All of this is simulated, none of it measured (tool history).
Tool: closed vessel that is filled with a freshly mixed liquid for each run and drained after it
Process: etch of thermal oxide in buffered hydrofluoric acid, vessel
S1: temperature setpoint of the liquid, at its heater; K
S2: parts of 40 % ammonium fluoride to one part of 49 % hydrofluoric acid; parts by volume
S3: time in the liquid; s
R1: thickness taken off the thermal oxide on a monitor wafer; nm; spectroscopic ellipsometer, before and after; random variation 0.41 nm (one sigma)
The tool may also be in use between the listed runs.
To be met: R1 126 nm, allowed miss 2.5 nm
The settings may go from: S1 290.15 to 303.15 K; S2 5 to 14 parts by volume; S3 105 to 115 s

run	hour	S1	S2	S3	R1
1	0	295.15	8.5	105	111.16
2	8.5	295.15	8.5	115	120.47
3	10.4	291.65	8.5	115	99.827
4	16.9	292.65	8.5	115	104.6
5	18.6	292.65	7	115	129.88
6	22.7	295.65	7	115	154.17
7	23.5	294.65	7	115	144.95
8	32.4	294.15	7	115	140.93
9	36	293.65	7	115	137.18
10	39.5	293.15	7	115	132.95
11	43.6	292.65	7	115	129.78

Which of these 5 next moves meets every target?
A	47.7	291.15	6	115	?
B	47.7	290.15	5.5	105	?
C	47.7	290.15	5.5	110	?
D	47.7	295.15	7.5	110	?
E	47.7	290.65	6	115	?

move	R1
A	137.45
B	127.66
C	133.74
D	133.52
E	133.61
A: further off than the last run
B: meets every target
C: further off than the last run
D: further off than the last run
E: further off than the last run
Move B is the one to make.

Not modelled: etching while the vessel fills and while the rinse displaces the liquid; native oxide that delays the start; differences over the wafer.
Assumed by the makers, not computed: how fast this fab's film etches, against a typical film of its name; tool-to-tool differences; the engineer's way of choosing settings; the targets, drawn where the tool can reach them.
